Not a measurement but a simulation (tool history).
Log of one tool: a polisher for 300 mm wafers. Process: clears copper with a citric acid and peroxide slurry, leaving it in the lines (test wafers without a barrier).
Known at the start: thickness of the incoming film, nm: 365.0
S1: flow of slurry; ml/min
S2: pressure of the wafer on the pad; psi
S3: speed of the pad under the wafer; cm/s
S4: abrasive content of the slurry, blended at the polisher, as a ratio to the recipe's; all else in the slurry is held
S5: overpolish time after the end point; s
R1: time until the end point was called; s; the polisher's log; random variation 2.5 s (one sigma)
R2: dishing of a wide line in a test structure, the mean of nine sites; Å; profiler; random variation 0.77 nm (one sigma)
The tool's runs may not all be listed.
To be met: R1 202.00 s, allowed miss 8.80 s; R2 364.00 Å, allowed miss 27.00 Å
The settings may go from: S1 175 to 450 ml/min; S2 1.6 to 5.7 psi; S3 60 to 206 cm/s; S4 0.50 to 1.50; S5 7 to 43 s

Run 1, hour 0.0: S1 290 ml/min, S2 3.6 psi, S3 132 cm/s, S4 1.00, S5 22 s. Result: R1 121.79 s, R2 423.86 Å.
Run 2, hour 5.7: S1 320 ml/min, S2 3.6 psi, S3 132 cm/s, S4 1.00, S5 22 s. Result: R1 120.03 s, R2 415.15 Å.
Run 3, hour 8.6: S1 320 ml/min, S2 3.6 psi, S3 132 cm/s, S4 0.80, S5 22 s. Result: R1 126.07 s, R2 410.74 Å.
Run 4, hour 11.2: S1 320 ml/min, S2 3.4 psi, S3 132 cm/s, S4 0.80, S5 23 s. Result: R1 132.22 s, R2 411.43 Å.
Run 5, hour 13.3: S1 320 ml/min, S2 3.4 psi, S3 132 cm/s, S4 0.80, S5 27 s. Result: R1 131.27 s, R2 469.99 Å.
Run 6, hour 15.2: S1 320 ml/min, S2 3.2 psi, S3 132 cm/s, S4 0.80, S5 27 s. Result: R1 138.45 s, R2 466.61 Å.
Run 7, hour 24.1: S1 320 ml/min, S2 3.1 psi, S3 132 cm/s, S4 0.80, S5 27 s. Result: R1 141.13 s, R2 440.99 Å.
Run 8, hour 32.7: S1 320 ml/min, S2 3.0 psi, S3 132 cm/s, S4 0.80, S5 27 s. Result: R1 146.01 s, R2 423.46 Å.

Which of these 5 next moves meets every target?
Run A, hour 41.3: S1 290 ml/min, S2 2.4 psi, S3 134 cm/s, S4 0.70, S5 28 s. Result: R1 ?, R2 ?.
Run B, hour 41.3: S1 345 ml/min, S2 2.4 psi, S3 112 cm/s, S4 0.80, S5 30 s. Result: R1 ?, R2 ?.
Run C, hour 41.3: S1 315 ml/min, S2 2.4 psi, S3 106 cm/s, S4 0.75, S5 28 s. Result: R1 ?, R2 ?.
Run D, hour 41.3: S1 305 ml/min, S2 2.1 psi, S3 120 cm/s, S4 0.95, S5 25 s. Result: R1 ?, R2 ?.
Run E, hour 41.3: S1 345 ml/min, S2 1.7 psi, S3 140 cm/s, S4 0.70, S5 42 s. Result: R1 ?, R2 ?.

move      R1      R2
   A  181.50  369.87
   B  207.27  350.60
   C  222.80  310.47
   D  209.66  295.22
   E  222.32  429.85
A: nearer than the last run, and not there yet
B: meets every target
C: takes the result that was furthest off past its target
D: brings the result that was furthest off to its target, and leaves another outside
E: takes the result that was furthest off past its target
Move B is the one to make.

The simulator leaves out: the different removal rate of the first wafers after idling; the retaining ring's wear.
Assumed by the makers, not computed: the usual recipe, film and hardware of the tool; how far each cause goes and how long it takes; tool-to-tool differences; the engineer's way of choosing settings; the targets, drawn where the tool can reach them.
